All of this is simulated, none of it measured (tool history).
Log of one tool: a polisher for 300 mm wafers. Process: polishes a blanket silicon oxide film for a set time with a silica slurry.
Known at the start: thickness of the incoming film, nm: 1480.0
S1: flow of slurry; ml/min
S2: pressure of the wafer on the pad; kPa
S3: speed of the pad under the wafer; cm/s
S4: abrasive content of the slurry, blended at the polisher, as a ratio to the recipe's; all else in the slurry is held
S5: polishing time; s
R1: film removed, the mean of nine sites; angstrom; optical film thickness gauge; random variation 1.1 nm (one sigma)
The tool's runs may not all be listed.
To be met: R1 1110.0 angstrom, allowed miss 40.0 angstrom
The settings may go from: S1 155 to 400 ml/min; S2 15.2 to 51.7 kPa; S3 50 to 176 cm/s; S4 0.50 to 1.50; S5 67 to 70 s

{"run": 1, "hour": 0.0, "S1": 255, "S2": 33.1, "S3": 112, "S4": 1.0, "S5": 67, "R1": 2423.4}
{"run": 2, "hour": 2.7, "S1": 255, "S2": 33.1, "S3": 102, "S4": 1.0, "S5": 67, "R1": 2171.4}
{"run": 3, "hour": 6.9, "S1": 255, "S2": 29.0, "S3": 98, "S4": 1.0, "S5": 67, "R1": 1940.7}
{"run": 4, "hour": 11.5, "S1": 255, "S2": 26.2, "S3": 92, "S4": 1.0, "S5": 67, "R1": 1651.3}
{"run": 5, "hour": 19.2, "S1": 255, "S2": 23.4, "S3": 90, "S4": 1.0, "S5": 67, "R1": 1462.5}
{"run": 6, "hour": 27.4, "S1": 255, "S2": 23.4, "S3": 110, "S4": 1.0, "S5": 67, "R1": 1716.6}
{"run": 7, "hour": 32.3, "S1": 255, "S2": 21.4, "S3": 106, "S4": 1.0, "S5": 67, "R1": 1589.2}
{"run": 8, "hour": 36.4, "S1": 255, "S2": 20.0, "S3": 102, "S4": 1.0, "S5": 67, "R1": 1433.7}
{"run": 9, "hour": 37.5, "S1": 255, "S2": 18.6, "S3": 100, "S4": 1.0, "S5": 67, "R1": 1323.2}
{"run": 10, "hour": 46.0, "S1": 255, "S2": 17.9, "S3": 98, "S4": 1.0, "S5": 67, "R1": 1276.1}
{"run": 11, "hour": 53.6, "S1": 255, "S2": 17.2, "S3": 96, "S4": 1.0, "S5": 67, "R1": 1207.7}
{"run": 12, "hour": 58.5, "S1": 255, "S2": 16.5, "S3": 96, "S4": 1.0, "S5": 67, "R1": 1179.2}

5 next moves are on the table. One of them brings every result within its allowed miss. Which?
{"run": "A", "hour": 63.4, "S1": 205, "S2": 16.5, "S3": 86, "S4": 1.35, "S5": 67, "R1": "?"}
{"run": "B", "hour": 63.4, "S1": 225, "S2": 21.4, "S3": 76, "S4": 1.1, "S5": 67, "R1": "?"}
{"run": "C", "hour": 63.4, "S1": 275, "S2": 18.6, "S3": 88, "S4": 1.0, "S5": 70, "R1": "?"}
{"run": "D", "hour": 63.4, "S1": 170, "S2": 15.9, "S3": 90, "S4": 1.1, "S5": 67, "R1": "?"}
{"run": "E", "hour": 63.4, "S1": 235, "S2": 15.2, "S3": 100, "S4": 1.0, "S5": 70, "R1": "?"}

move=A R1=1200.5
move=B R1=1226.0
move=C R1=1247.0
move=D R1=1080.2
move=E R1=1162.9
A: further off than the last run
B: further off than the last run
C: further off than the last run
D: meets every target
E: nearer than the last run, and not there yet
Move D is the one to make.

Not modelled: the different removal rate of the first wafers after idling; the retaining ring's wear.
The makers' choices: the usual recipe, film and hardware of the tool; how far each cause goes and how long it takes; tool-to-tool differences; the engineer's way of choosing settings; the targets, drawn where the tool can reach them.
